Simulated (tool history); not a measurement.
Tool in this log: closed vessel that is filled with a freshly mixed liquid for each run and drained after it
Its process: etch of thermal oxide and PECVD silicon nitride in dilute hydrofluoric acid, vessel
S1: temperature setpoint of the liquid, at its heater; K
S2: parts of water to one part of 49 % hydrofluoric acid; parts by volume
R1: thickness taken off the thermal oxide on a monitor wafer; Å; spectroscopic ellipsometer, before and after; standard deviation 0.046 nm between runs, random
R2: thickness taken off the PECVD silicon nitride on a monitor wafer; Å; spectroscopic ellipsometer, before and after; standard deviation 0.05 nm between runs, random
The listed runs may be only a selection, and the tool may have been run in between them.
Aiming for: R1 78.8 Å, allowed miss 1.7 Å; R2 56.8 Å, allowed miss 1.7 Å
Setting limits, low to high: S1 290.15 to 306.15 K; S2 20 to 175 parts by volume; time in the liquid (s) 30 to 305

{"run": 1, "hour": 0.0, "S1": 298.15, "S2": 95, "time in the liquid (s)": 155, "R1": 79.669, "R2": 47.63}
{"run": 2, "hour": 6.4, "S1": 298.15, "S2": 95, "time in the liquid (s)": 90, "R1": 46.454, "R2": 27.885}
{"run": 3, "hour": 8.2, "S1": 298.15, "S2": 115, "time in the liquid (s)": 90, "R1": 37.637, "R2": 23.392}
{"run": 4, "hour": 14.0, "S1": 300.15, "S2": 105, "time in the liquid (s)": 90, "R1": 44.6, "R2": 28.509}
{"run": 5, "hour": 18.7, "S1": 301.65, "S2": 100, "time in the liquid (s)": 90, "R1": 50.336, "R2": 33.252}
{"run": 6, "hour": 24.7, "S1": 300.15, "S2": 100, "time in the liquid (s)": 90, "R1": 47.463, "R2": 30.346}
{"run": 7, "hour": 28.7, "S1": 301.65, "S2": 95, "time in the liquid (s)": 90, "R1": 53.063, "R2": 34.941}
{"run": 8, "hour": 35.5, "S1": 302.65, "S2": 90, "time in the liquid (s)": 90, "R1": 57.794, "R2": 39.177}
{"run": 9, "hour": 41.4, "S1": 303.15, "S2": 85, "time in the liquid (s)": 90, "R1": 63.737, "R2": 43.044}
{"run": 10, "hour": 48.6, "S1": 303.65, "S2": 85, "time in the liquid (s)": 90, "R1": 65.123, "R2": 44.367}
{"run": 11, "hour": 52.3, "S1": 304.15, "S2": 85, "time in the liquid (s)": 90, "R1": 66.137, "R2": 45.335}
{"run": 12, "hour": 59.8, "S1": 304.65, "S2": 85, "time in the liquid (s)": 90, "R1": 67.391, "R2": 47.237}
{"run": 13, "hour": 64.1, "S1": 305.15, "S2": 85, "time in the liquid (s)": 90, "R1": 68.627, "R2": 48.802}
{"run": 14, "hour": 68.3, "S1": 306.15, "S2": 75, "time in the liquid (s)": 90, "R1": 81.97, "R2": 58.79}
{"run": 15, "hour": 71.5, "S1": 306.15, "S2": 80, "time in the liquid (s)": 90, "R1": 76.706, "R2": 55.69}
{"run": 16, "hour": 77.6, "S1": 306.15, "S2": 75, "time in the liquid (s)": 90, "R1": 82.968, "R2": 59.777}
{"run": 17, "hour": 85.2, "S1": 306.15, "S2": 80, "time in the liquid (s)": 90, "R1": 76.126, "R2": 55.35}
{"run": 18, "hour": 91.7, "S1": 306.15, "S2": 75, "time in the liquid (s)": 90, "R1": 81.773, "R2": 59.745}
{"run": 19, "hour": 95.5, "S1": 305.65, "S2": 75, "time in the liquid (s)": 90, "R1": 80.676, "R2": 56.744}
{"run": 20, "hour": 97.9, "S1": 306.15, "S2": 75, "time in the liquid (s)": 90, "R1": 82.503, "R2": 59.261}
{"run": 21, "hour": 103.5, "S1": 306.15, "S2": 80, "time in the liquid (s)": 90, "R1": 75.819, "R2": 56.04}
{"run": 22, "hour": 104.7, "S1": 306.15, "S2": 75, "time in the liquid (s)": 90, "R1": 81.406, "R2": 58.891}
{"run": 23, "hour": 108.4, "S1": 305.65, "S2": 75, "time in the liquid (s)": 90, "R1": 80.655, "R2": 57.209}
{"run": 24, "hour": 113.2, "S1": 306.15, "S2": 80, "time in the liquid (s)": 90, "R1": 75.862, "R2": 55.437}
{"run": 25, "hour": 121.2, "S1": 306.15, "S2": 75, "time in the liquid (s)": 90, "R1": 81.786, "R2": 58.034}
{"run": 26, "hour": 126.4, "S1": 306.15, "S2": 80, "time in the liquid (s)": 90, "R1": 76.811, "R2": 54.859}
{"run": 27, "hour": 127.6, "S1": 306.15, "S2": 80, "time in the liquid (s)": 90, "R1": 76.524, "R2": 54.843}
{"run": 28, "hour": 133.9, "S1": 306.15, "S2": 80, "time in the liquid (s)": 90, "R1": 77.433, "R2": 54.697}
{"run": 29, "hour": 136.0, "S1": 306.15, "S2": 75, "time in the liquid (s)": 90, "R1": 82.351, "R2": 58.288}

Which of these 5 next moves meets every target?
{"run": "A", "hour": 138.1, "S1": 304.65, "S2": 90, "time in the liquid (s)": 105, "R1": "?", "R2": "?"}
{"run": "B", "hour": 138.1, "S1": 306.15, "S2": 70, "time in the liquid (s)": 80, "R1": "?", "R2": "?"}
{"run": "C", "hour": 138.1, "S1": 302.65, "S2": 75, "time in the liquid (s)": 110, "R1": "?", "R2": "?"}
{"run": "D", "hour": 138.1, "S1": 305.15, "S2": 80, "time in the liquid (s)": 100, "R1": "?", "R2": "?"}
{"run": "E", "hour": 138.1, "S1": 305.15, "S2": 90, "time in the liquid (s)": 105, "R1": "?", "R2": "?"}

move=A R1=73.74 R2=52.057
move=B R1=78.797 R2=56.086
move=C R1=87.853 R2=57.715
move=D R1=81.723 R2=57.591
move=E R1=75.126 R2=53.701
A: carries the result that was furthest off beyond its target, to the other side
B: every result within its allowed miss
C: its largest miss is bigger than the last run's
D: closer than the last run, but not yet in spec
E: carries the result that was furthest off beyond its target, to the other side
The move that meets every target is B.

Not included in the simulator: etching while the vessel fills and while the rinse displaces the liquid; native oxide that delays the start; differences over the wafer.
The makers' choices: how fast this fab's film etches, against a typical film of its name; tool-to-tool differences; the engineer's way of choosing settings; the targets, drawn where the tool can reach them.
